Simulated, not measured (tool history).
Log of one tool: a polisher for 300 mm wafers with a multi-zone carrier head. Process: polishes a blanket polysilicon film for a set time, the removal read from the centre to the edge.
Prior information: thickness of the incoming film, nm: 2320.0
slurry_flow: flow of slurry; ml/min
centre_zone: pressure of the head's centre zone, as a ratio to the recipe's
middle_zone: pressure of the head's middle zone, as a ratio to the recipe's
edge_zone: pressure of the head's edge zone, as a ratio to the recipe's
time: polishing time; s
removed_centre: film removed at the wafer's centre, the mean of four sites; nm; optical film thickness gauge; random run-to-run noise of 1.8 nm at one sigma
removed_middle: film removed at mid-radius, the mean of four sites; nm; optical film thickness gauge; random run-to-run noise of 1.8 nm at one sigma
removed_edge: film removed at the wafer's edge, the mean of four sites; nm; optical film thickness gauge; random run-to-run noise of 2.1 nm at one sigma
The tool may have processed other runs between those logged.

run 1 day=0.000 | slurry_flow=145 centre_zone=1.00 middle_zone=1.00 edge_zone=1.00 time=40 | removed_centre=147.81 removed_middle=150.70 removed_edge=148.57
run 2 day=0.175 | slurry_flow=115 centre_zone=1.00 middle_zone=1.00 edge_zone=1.00 time=40 | removed_centre=139.05 removed_middle=145.08 removed_edge=146.32
run 3 day=0.492 | slurry_flow=125 centre_zone=1.03 middle_zone=0.99 edge_zone=1.03 time=43 | removed_centre=158.59 removed_middle=156.80 removed_edge=161.11
run 4 day=0.788 | slurry_flow=125 centre_zone=1.03 middle_zone=0.99 edge_zone=1.03 time=38 | removed_centre=141.48 removed_middle=139.08 removed_edge=139.12
run 5 day=1.067 | slurry_flow=125 centre_zone=1.03 middle_zone=0.91 edge_zone=1.03 time=38 | removed_centre=139.16 removed_middle=129.23 removed_edge=142.07
run 6 day=1.208 | slurry_flow=125 centre_zone=1.03 middle_zone=0.98 edge_zone=1.03 time=38 | removed_centre=140.00 removed_middle=136.10 removed_edge=141.63
run 7 day=1.396 | slurry_flow=130 centre_zone=1.05 middle_zone=0.98 edge_zone=1.06 time=42 | removed_centre=158.51 removed_middle=152.17 removed_edge=161.40
-- day=1.771 worn pad replaced by a new one
run 8 day=1.771 | slurry_flow=145 centre_zone=1.08 middle_zone=0.99 edge_zone=1.08 time=44 | removed_centre=196.13 removed_middle=183.22 removed_edge=191.19
run 9 day=1.933 | slurry_flow=145 centre_zone=1.08 middle_zone=0.99 edge_zone=1.08 time=44 | removed_centre=197.82 removed_middle=183.70 removed_edge=191.07
run 10 day=2.183 | slurry_flow=185 centre_zone=1.17 middle_zone=0.96 edge_zone=1.18 time=49 | removed_centre=244.61 removed_middle=207.52 removed_edge=227.61

What will run 11 give?
run 11 day=2.517 | slurry_flow=190 centre_zone=1.17 middle_zone=0.96 edge_zone=1.18 time=49 | removed_centre=? removed_middle=? removed_edge=?

{"run 11": {"removed_centre": 245.2, "removed_middle": 211.4, "removed_edge": 232.53}}
